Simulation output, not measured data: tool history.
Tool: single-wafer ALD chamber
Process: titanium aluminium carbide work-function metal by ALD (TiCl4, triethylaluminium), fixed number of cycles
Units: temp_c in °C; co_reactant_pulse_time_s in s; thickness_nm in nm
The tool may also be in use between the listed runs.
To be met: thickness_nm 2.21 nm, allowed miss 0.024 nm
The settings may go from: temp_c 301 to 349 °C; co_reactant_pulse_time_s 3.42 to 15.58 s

run,hour,temp_c,co_reactant_pulse_time_s,thickness_nm
1,0,325,9.5,2.075
2,3.7,325,11.79,2.1185
3,6.7,329,11.79,2.1536
4,15.4,329,9.57,2.1205
5,17.3,318,9.57,2.0224
6,24.3,308,9.57,1.9323
7,32.1,320,10.76,2.0552
8,33.6,322,10.86,2.0734
9,39,324,10.95,2.0902
10,47.5,325,11.03,2.1031
11,48,326,11.1,2.1138
12,54.6,327,11.16,2.1209
13,60.6,328,11.22,2.1367
14,69,329,11.26,2.1509

4 next moves are on the table. One of them brings every result within its allowed miss. Which?
A,77.4,328,9.82,?
B,77.4,339,15.02,?
C,77.4,326,12.77,?
D,77.4,341,9.45,?

move,thickness_nm
A,2.1227
B,2.2759
C,2.1483
D,2.2233
A: further off than the last run
B: takes the result that was furthest off past its target
C: as far off as the last run
D: meets every target
The right move is D.
